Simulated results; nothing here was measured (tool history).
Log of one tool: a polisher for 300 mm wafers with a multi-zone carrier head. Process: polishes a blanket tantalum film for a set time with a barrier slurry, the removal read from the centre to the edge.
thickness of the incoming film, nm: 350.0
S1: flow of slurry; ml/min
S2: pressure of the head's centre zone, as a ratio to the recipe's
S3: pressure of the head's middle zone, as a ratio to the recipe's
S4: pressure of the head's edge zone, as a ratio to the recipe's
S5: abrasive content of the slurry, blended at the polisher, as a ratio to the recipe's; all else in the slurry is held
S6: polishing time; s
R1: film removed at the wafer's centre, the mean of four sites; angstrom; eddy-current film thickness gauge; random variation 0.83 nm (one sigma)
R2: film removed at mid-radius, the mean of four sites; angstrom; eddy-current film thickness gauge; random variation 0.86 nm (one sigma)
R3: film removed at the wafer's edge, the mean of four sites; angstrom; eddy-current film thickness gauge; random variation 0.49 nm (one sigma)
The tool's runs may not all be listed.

run    day   S1    S2    S3    S4    S5  S6      R1      R2      R3
  1  0.000  280  1.00  1.00  1.00  1.00  40  624.45  627.95  616.26
  2  0.196  285  0.99  1.01  1.02  1.00  40  612.43  633.78  612.17
  3  0.408  285  0.99  1.01  1.02  1.00  35  543.92  554.13  531.99
  4  0.708  280  0.98  1.01  1.03  1.05  36  561.34  561.12  568.13
  5  0.879  285  0.97  1.03  1.04  1.10  36  557.28  591.17  579.28
  6  0.996  285  0.97  1.12  1.04  1.10  36  563.07  642.37  578.52

Forecast run 7:
  7  1.092  305  0.93  1.06  1.14  1.35  37   ?   ?   ?

Run 7 gave R1 607.62 angstrom, R2 673.96 angstrom, R3 664.56 angstrom.
